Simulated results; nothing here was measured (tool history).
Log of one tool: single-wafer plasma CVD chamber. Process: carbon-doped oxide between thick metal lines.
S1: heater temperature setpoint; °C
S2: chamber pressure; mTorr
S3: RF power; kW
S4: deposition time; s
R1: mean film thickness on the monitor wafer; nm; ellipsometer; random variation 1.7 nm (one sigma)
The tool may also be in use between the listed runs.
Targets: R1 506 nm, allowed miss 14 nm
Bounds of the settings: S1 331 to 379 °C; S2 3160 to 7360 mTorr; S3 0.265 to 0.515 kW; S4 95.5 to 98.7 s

run,hour,S1,S2,S3,S4,R1
1,0,355,5260,0.39,95.5,437.43
2,4,355,5260,0.39,95.5,437.62
3,4.9,354,5440,0.41,95.8,458.34
4,8.3,354,5440,0.37,95.8,423.61
5,12.1,354,4890,0.37,95.8,416.7
6,16.2,360,4890,0.37,95.8,409.85
7,22.7,360,4890,0.37,95.8,408.98
8,24.1,358,5240,0.39,96.2,435.39
9,32.3,356,5520,0.405,96.4,455.79
10,38.2,354,5730,0.415,96.5,470.32

5 next moves are on the table. One of them brings every result within its allowed miss. Which?
A,44.1,358,6550,0.435,98.7,?
B,44.1,355,6040,0.415,96.2,?
C,44.1,358,5810,0.42,96.7,?
D,44.1,347,5810,0.47,98.7,?
E,44.1,347,5820,0.38,98.7,?

move,R1
A,499.73
B,469.74
C,470.63
D,534.37
E,458.73
A: meets every target
B: as far off as the last run
C: as far off as the last run
D: takes the result that was furthest off past its target
E: further off than the last run
The right move is A.
